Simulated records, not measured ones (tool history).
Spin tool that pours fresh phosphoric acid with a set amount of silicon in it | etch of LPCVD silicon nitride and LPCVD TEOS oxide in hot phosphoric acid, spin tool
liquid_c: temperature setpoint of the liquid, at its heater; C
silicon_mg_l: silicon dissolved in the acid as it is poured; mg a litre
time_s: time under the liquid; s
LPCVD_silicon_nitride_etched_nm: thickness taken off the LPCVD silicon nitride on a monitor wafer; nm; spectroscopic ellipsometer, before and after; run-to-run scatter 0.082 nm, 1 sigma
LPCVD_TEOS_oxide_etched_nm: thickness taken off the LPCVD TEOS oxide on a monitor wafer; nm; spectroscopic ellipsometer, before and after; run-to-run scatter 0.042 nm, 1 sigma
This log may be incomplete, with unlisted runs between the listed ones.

| run | day | liquid_c | silicon_mg_l | time_s | LPCVD_silicon_nitride_etched_nm | LPCVD_TEOS_oxide_etched_nm |
|---|---|---|---|---|---|---|
| 1 | 0 | 164 | 15.5 | 180 | 20.025 | 0.94262 |
| 2 | 0.208 | 164 | 10.5 | 165 | 18.342 | 0.96548 |
| 3 | 0.533 | 162.5 | 10.5 | 165 | 17.587 | 0.92565 |
| 4 | 0.812 | 160.5 | 10.5 | 165 | 16.242 | 0.81608 |
| 5 | 1.033 | 160.5 | 10.5 | 135 | 13.46 | 0.67747 |
| 6 | 1.125 | 159.5 | 10.5 | 135 | 13.024 | 0.61583 |
| 7 | 1.429 | 161 | 7 | 135 | 13.558 | 0.71784 |
| 8 | 1.767 | 162.5 | 4.5 | 135 | 14.309 | 0.88837 |

Estimate the outcome of run 9 from the log above:
| 9 | 1.817 | 163.5 | 3.5 | 135 | ? | ? |

LPCVD_silicon_nitride_etched_nm: 14.628 nm
LPCVD_TEOS_oxide_etched_nm: 0.92318 nm

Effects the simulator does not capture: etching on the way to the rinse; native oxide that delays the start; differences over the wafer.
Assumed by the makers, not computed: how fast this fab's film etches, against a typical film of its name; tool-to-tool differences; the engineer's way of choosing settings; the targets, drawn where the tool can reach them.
